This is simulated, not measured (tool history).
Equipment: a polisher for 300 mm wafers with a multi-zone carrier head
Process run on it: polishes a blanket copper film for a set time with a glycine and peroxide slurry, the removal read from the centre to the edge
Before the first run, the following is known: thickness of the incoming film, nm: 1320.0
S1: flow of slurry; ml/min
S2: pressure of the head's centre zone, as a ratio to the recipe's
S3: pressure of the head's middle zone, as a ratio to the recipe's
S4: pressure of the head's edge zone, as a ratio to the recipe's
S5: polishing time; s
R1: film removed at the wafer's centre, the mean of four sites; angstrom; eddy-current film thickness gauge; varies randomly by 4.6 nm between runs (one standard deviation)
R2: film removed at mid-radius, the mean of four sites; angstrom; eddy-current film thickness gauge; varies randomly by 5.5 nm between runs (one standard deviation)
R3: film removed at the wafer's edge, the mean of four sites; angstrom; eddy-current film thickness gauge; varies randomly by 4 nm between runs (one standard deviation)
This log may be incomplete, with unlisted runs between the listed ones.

{"run": 1, "hour": 0.0, "S1": 195, "S2": 1, "S3": 1, "S4": 1, "S5": 55, "R1": 2237.5, "R2": 2291.4, "R3": 2261.8}
{"run": 2, "hour": 8.0, "S1": 195, "S2": 0.97, "S3": 1, "S4": 1, "S5": 55, "R1": 2138.6, "R2": 2295.2, "R3": 2269.9}
{"run": 3, "hour": 17.0, "S1": 160, "S2": 0.97, "S3": 1, "S4": 1, "S5": 55, "R1": 2147.8, "R2": 2197.8, "R3": 2171.1}
{"run": 4, "hour": 24.9, "S1": 160, "S2": 0.97, "S3": 1, "S4": 0.93, "S5": 55, "R1": 2163.2, "R2": 2247.3, "R3": 2147}
{"run": 5, "hour": 33.4, "S1": 185, "S2": 0.98, "S3": 1.01, "S4": 0.95, "S5": 61, "R1": 2417.3, "R2": 2468.3, "R3": 2479.2}
{"run": 6, "hour": 40.6, "S1": 205, "S2": 1, "S3": 1.06, "S4": 0.93, "S5": 65, "R1": 2669.2, "R2": 2804.9, "R3": 2573.9}
{"run": 7, "hour": 46.6, "S1": 215, "S2": 1, "S3": 1.07, "S4": 0.95, "S5": 69, "R1": 2868, "R2": 3101.6, "R3": 2775.8}

What does the tool deliver on the next run?
{"run": 8, "hour": 51.4, "S1": 225, "S2": 1, "S3": 1.06, "S4": 0.97, "S5": 72, "R1": "?", "R2": "?", "R3": "?"}

Run 8 came out at R1 3077.1 angstrom, R2 3124.6 angstrom, R3 2952.1 angstrom.
